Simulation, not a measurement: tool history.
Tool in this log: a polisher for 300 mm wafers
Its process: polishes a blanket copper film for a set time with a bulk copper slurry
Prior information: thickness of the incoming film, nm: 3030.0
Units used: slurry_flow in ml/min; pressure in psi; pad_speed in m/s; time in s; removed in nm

run    day  slurry_flow  pressure  pad_speed  slurry_solids  time  removed
  1      0          215       2.1       0.96              1    37   222.12
  2  0.179          215       2.1       0.96              1    33    201.1
  3  0.212          215       2.1       0.96            1.1    33    204.5
  4  0.492          210         2       0.96            1.1    33   192.92
  5  0.821          210       2.4       0.96            1.1    33    229.4
  6  1.092          205       2.2       0.96            1.1    33   209.22
  7  1.212          195       2.1       0.96            1.1    33   201.12
  8  1.483          195         2       0.96            1.1    33   191.47

For run 9, what comes out?
  9  1.529          190       1.9       0.96            1.1    33        ?

Run 9 measured removed 181.55 nm.

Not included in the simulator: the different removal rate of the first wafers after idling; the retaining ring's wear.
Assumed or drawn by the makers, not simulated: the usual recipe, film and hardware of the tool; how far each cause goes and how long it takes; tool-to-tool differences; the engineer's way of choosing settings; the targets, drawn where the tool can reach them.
